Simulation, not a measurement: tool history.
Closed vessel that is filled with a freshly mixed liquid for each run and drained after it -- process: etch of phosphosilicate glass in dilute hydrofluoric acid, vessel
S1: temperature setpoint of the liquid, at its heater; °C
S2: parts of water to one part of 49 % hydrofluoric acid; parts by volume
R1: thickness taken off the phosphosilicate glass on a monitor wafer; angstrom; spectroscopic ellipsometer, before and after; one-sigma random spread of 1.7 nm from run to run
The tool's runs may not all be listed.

Run 1, day 0: S1 25 °C, S2 75 parts by volume, time in the liquid (s) 100. Result: R1 1082.8 angstrom.
Run 2, day 0.333: S1 26.5 °C, S2 70 parts by volume, time in the liquid (s) 100. Result: R1 1236 angstrom.
Run 3, day 0.375: S1 27.5 °C, S2 65 parts by volume, time in the liquid (s) 100. Result: R1 1408.2 angstrom.
Run 4, day 0.454: S1 27.5 °C, S2 65 parts by volume, time in the liquid (s) 100. Result: R1 1427.1 angstrom.
Run 5, day 0.621: S1 27.5 °C, S2 50 parts by volume, time in the liquid (s) 100. Result: R1 1867.9 angstrom.
Run 6, day 0.788: S1 27.5 °C, S2 70 parts by volume, time in the liquid (s) 100. Result: R1 1297.4 angstrom.
Run 7, day 0.958: S1 28.5 °C, S2 65 parts by volume, time in the liquid (s) 100. Result: R1 1453 angstrom.
Run 8, day 1.15: S1 29 °C, S2 60 parts by volume, time in the liquid (s) 100. Result: R1 1627.6 angstrom.
Run 9, day 1.454: S1 29.5 °C, S2 60 parts by volume, time in the liquid (s) 100. Result: R1 1664.1 angstrom.
Run 10, day 1.571: S1 30 °C, S2 60 parts by volume, time in the liquid (s) 100. Result: R1 1703.8 angstrom.

Run 11 comes next. What will it give?
Run 11, day 1.896: S1 30.5 °C, S2 60 parts by volume, time in the liquid (s) 100. Result: R1 ?.

R1: 1720.9 angstrom
